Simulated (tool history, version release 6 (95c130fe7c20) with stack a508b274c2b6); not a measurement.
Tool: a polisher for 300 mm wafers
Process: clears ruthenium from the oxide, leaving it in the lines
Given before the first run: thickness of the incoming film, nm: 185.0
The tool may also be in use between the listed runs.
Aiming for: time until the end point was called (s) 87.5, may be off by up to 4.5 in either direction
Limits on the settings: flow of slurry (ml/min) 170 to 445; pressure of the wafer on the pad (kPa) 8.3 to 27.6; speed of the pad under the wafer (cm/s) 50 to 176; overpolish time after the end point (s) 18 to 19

run,hour,flow of slurry (ml/min),pressure of the wafer on the pad (kPa),speed of the pad under the wafer (cm/s),overpolish time after the end point (s),time until the end point was called (s)
1,0,285,17.9,112,18,138.69
2,5.8,285,20,112,18,129.56
3,14.3,285,20,112,18,129.08
4,15.1,285,17.9,112,18,144.18
5,19.8,285,17.9,92,18,169.14
6,21.9,285,17.9,92,18,166.85
7,24.8,285,19.3,96,18,151.71
8,30.3,285,20.7,100,18,139.36
9,32.6,285,21.4,104,18,128.79
# hour 35: head pressure recalibrated
10,35,285,22.1,106,18,106.01
11,39.7,285,23.4,106,18,101.46
12,41.8,285,24.8,106,18,95.066
13,43.8,285,25.5,106,18,91.741

Exactly one of the 4 candidate moves below puts every result within its allowed miss. Which one?
A,45.8,355,23.4,104,19,?
B,45.8,215,20,132,18,?
C,45.8,270,24.8,122,18,?
D,45.8,330,22.1,112,18,?

move,time until the end point was called (s)
A,102.79
B,101.89
C,86.489
D,102.84
A: misses by more than the last run did
B: misses by more than the last run did
C: all results in spec
D: misses by more than the last run did
C meets every target.
